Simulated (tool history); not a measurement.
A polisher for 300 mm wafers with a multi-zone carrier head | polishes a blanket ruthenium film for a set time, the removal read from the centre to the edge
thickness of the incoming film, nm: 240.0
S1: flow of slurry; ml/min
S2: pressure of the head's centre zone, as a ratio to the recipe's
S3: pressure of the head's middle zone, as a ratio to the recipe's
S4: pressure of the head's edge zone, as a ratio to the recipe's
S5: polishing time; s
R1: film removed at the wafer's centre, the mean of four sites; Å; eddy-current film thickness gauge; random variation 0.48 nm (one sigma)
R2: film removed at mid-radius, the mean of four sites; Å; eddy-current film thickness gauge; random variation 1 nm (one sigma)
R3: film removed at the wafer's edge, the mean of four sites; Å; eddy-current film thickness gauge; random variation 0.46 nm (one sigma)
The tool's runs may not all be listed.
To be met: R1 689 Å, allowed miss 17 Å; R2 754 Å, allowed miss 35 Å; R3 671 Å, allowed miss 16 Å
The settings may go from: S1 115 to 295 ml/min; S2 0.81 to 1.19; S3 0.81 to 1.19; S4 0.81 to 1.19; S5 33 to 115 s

Run 1, hour 0: S1 190 ml/min, S2 1, S3 1, S4 1, S5 73 s. Result: R1 813.55 Å, R2 903.48 Å, R3 888.26 Å.
Run 2, hour 2.2: S1 190 ml/min, S2 1, S3 0.95, S4 1, S5 73 s. Result: R1 800.53 Å, R2 853.49 Å, R3 884.28 Å.
Run 3, hour 6.5: S1 185 ml/min, S2 1.01, S3 0.97, S4 0.94, S5 69 s. Result: R1 761.2 Å, R2 820.57 Å, R3 811.43 Å.
Run 4, hour 13.4: S1 225 ml/min, S2 1.01, S3 0.97, S4 0.94, S5 69 s. Result: R1 789.61 Å, R2 836.45 Å, R3 821.95 Å.
Run 5, hour 16.1: S1 225 ml/min, S2 0.95, S3 0.97, S4 0.94, S5 69 s. Result: R1 734.48 Å, R2 831.85 Å, R3 809.83 Å.
Run 6, hour 21.5: S1 265 ml/min, S2 0.95, S3 0.97, S4 0.94, S5 69 s. Result: R1 756.61 Å, R2 858.08 Å, R3 829.83 Å.
Run 7, hour 24.8: S1 255 ml/min, S2 0.97, S3 0.98, S4 0.9, S5 66 s. Result: R1 734.33 Å, R2 843.81 Å, R3 786.4 Å.
Run 8, hour 29.6: S1 245 ml/min, S2 1, S3 0.98, S4 0.87, S5 63 s. Result: R1 724.73 Å, R2 806.59 Å, R3 725.59 Å.
Run 9, hour 37.4: S1 230 ml/min, S2 1, S3 0.97, S4 0.85, S5 63 s. Result: R1 722.33 Å, R2 770.03 Å, R3 722.13 Å.
Run 10, hour 43.7: S1 225 ml/min, S2 1, S3 0.98, S4 0.84, S5 62 s. Result: R1 698.64 Å, R2 745.89 Å, R3 694.49 Å.
Run 11, hour 46.4: S1 225 ml/min, S2 1, S3 0.99, S4 0.83, S5 62 s. Result: R1 700.53 Å, R2 768.37 Å, R3 698.8 Å.

Which of these 4 next moves meets every target?
Run A, hour 49.1: S1 265 ml/min, S2 0.98, S3 1.11, S4 0.88, S5 61 s. Result: R1 ?, R2 ?, R3 ?.
Run B, hour 49.1: S1 295 ml/min, S2 1, S3 0.99, S4 0.81, S5 59 s. Result: R1 ?, R2 ?, R3 ?.
Run C, hour 49.1: S1 210 ml/min, S2 1.08, S3 1.01, S4 0.82, S5 60 s. Result: R1 ?, R2 ?, R3 ?.
Run D, hour 49.1: S1 215 ml/min, S2 0.98, S3 0.98, S4 0.83, S5 62 s. Result: R1 ?, R2 ?, R3 ?.

move      R1      R2      R3
   A  694.08  855.52  725.42
   B  693.33  759.31  683.15
   C  728.97   753.7  677.25
   D  684.71  762.14  705.58
A: further off than the last run
B: meets every target
C: brings the result that was furthest off to its target, and leaves another outside
D: further off than the last run
The right move is B.
